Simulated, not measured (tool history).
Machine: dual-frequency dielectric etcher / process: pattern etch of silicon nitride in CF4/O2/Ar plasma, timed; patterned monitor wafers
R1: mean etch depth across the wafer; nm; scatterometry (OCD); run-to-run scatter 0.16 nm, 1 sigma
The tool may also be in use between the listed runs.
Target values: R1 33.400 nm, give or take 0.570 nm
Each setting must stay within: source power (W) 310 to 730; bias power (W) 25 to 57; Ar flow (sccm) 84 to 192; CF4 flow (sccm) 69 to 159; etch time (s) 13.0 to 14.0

Run 1, hour 0.0: source power (W) 520, bias power (W) 41, Ar flow (sccm) 138, CF4 flow (sccm) 114, etch time (s) 14.0. Result: R1 24.460 nm.
Run 2, hour 1.0: source power (W) 590, bias power (W) 41, Ar flow (sccm) 138, CF4 flow (sccm) 114, etch time (s) 14.0. Result: R1 27.680 nm.
Run 3, hour 6.0: source power (W) 610, bias power (W) 41, Ar flow (sccm) 138, CF4 flow (sccm) 114, etch time (s) 14.0. Result: R1 28.894 nm.
Run 4, hour 7.5: source power (W) 610, bias power (W) 41, Ar flow (sccm) 138, CF4 flow (sccm) 127, etch time (s) 14.0. Result: R1 29.312 nm.
Run 5, hour 15.4: source power (W) 620, bias power (W) 41, Ar flow (sccm) 138, CF4 flow (sccm) 127, etch time (s) 14.0. Result: R1 29.941 nm.
Run 6, hour 18.7: source power (W) 630, bias power (W) 41, Ar flow (sccm) 138, CF4 flow (sccm) 127, etch time (s) 14.0. Result: R1 30.592 nm.
Run 7, hour 27.0: source power (W) 640, bias power (W) 41, Ar flow (sccm) 138, CF4 flow (sccm) 127, etch time (s) 14.0. Result: R1 30.806 nm.
Run 8, hour 35.0: source power (W) 650, bias power (W) 41, Ar flow (sccm) 138, CF4 flow (sccm) 127, etch time (s) 14.0. Result: R1 31.176 nm.
Run 9, hour 40.7: source power (W) 660, bias power (W) 41, Ar flow (sccm) 138, CF4 flow (sccm) 127, etch time (s) 14.0. Result: R1 31.541 nm.
Run 10, hour 41.9: source power (W) 670, bias power (W) 41, Ar flow (sccm) 138, CF4 flow (sccm) 127, etch time (s) 14.0. Result: R1 32.227 nm.

Exactly one of the 4 candidate moves below puts every result within its allowed miss. Which one?
Run A, hour 43.1: source power (W) 710, bias power (W) 42, Ar flow (sccm) 150, CF4 flow (sccm) 122, etch time (s) 14.0. Result: R1 ?.
Run B, hour 43.1: source power (W) 670, bias power (W) 41, Ar flow (sccm) 138, CF4 flow (sccm) 112, etch time (s) 14.0. Result: R1 ?.
Run C, hour 43.1: source power (W) 630, bias power (W) 44, Ar flow (sccm) 120, CF4 flow (sccm) 137, etch time (s) 14.0. Result: R1 ?.
Run D, hour 43.1: source power (W) 720, bias power (W) 36, Ar flow (sccm) 135, CF4 flow (sccm) 135, etch time (s) 13.5. Result: R1 ?.

move      R1
   A  33.616
   B  31.613
   C  32.031
   D  32.595
A: all results land within tolerance of their targets
B: the biggest miss grows against the last run
C: the biggest miss grows against the last run
D: nearer than the last run, and not there yet
Go with A: it meets all targets.
